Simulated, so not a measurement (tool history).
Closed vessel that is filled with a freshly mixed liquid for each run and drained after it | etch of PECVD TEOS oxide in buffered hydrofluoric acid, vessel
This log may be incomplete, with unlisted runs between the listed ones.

run	hour	temperature setpoint of the liquid (K)	parts of 40 % ammonium fluoride to one part of 49 % hydrofluoric acid (parts by volume)	time in the liquid (s)	thickness taken off the PECVD TEOS oxide on a monitor wafer (nm)
1	0.0	296.15	15.0	110	78.771
2	3.1	296.15	15.0	120	86.279
3	8.4	298.15	14.5	120	99.094
4	14.1	299.65	14.0	120	111.660
5	22.2	301.65	14.0	120	123.770
6	29.6	301.65	14.0	110	113.570

What does the tool deliver on the next run?
7	32.7	302.15	13.5	110	?

{"run 7": {"thickness taken off the PECVD TEOS oxide on a monitor wafer (nm)": 121.75}}
